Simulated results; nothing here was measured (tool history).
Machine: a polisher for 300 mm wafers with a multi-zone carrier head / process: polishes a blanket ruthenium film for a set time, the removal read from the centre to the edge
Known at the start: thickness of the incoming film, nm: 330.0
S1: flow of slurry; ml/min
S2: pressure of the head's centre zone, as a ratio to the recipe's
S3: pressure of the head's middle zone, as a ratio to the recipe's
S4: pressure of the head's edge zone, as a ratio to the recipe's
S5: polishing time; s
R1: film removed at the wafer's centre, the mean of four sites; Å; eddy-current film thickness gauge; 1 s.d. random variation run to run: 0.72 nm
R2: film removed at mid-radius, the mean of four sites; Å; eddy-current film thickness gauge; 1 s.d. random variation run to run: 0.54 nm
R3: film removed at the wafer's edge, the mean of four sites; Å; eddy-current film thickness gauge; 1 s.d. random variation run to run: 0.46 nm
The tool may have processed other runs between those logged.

run  hour   S1    S2    S3    S4  S5      R1      R2      R3
  1   0.0  170  1.00  1.00  1.00  72  753.15  751.93  736.49
  2   6.0  170  1.00  1.00  1.00  82  863.32  848.11  859.76
  3  11.6  170  0.95  1.00  1.00  82  809.42  838.23  849.20
  4  15.9  170  0.90  1.00  1.00  82  758.81  841.19  845.46
  5  18.0  160  0.90  0.96  0.96  81  747.08  793.08  818.84
  6  25.3  160  0.90  0.96  0.96  73  677.91  714.71  740.60
  7  32.8  160  0.90  0.96  0.96  73  674.39  722.47  735.61
  8  40.1  150  0.91  0.94  0.95  73  665.01  693.02  726.58

What will run 9 give?
  9  43.2  150  0.92  0.93  0.94  73   ?   ?   ?

{"run 9": {"R1": 689.25, "R2": 696.41, "R3": 712.68}}
